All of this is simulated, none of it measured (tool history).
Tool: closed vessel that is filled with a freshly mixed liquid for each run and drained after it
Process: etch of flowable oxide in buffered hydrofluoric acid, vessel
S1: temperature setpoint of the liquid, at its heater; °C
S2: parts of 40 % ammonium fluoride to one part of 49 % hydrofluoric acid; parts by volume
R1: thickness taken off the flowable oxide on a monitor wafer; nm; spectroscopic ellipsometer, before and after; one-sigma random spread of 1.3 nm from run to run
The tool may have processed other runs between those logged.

Run 1, hour 0.0: S1 22.0 °C, S2 16.0 parts by volume, time in the liquid (s) 95. Result: R1 148.07 nm.
Run 2, hour 9.1: S1 20.5 °C, S2 16.0 parts by volume, time in the liquid (s) 95. Result: R1 135.73 nm.
Run 3, hour 11.5: S1 20.5 °C, S2 12.5 parts by volume, time in the liquid (s) 95. Result: R1 173.07 nm.
Run 4, hour 18.3: S1 23.0 °C, S2 12.5 parts by volume, time in the liquid (s) 95. Result: R1 199.06 nm.
Run 5, hour 23.5: S1 25.0 °C, S2 12.5 parts by volume, time in the liquid (s) 95. Result: R1 221.41 nm.
Run 6, hour 29.3: S1 26.5 °C, S2 12.5 parts by volume, time in the liquid (s) 95. Result: R1 241.52 nm.
At hour 36.5: hydrofluoric acid flow meter replaced.
Run 7, hour 36.5: S1 27.5 °C, S2 12.5 parts by volume, time in the liquid (s) 95. Result: R1 270.27 nm.

Run 8, settings as shown, results not yet in. Your forecast:
Run 8, hour 41.2: S1 27.5 °C, S2 12.5 parts by volume, time in the liquid (s) 95. Result: R1 ?.

R1: 270.96 nm
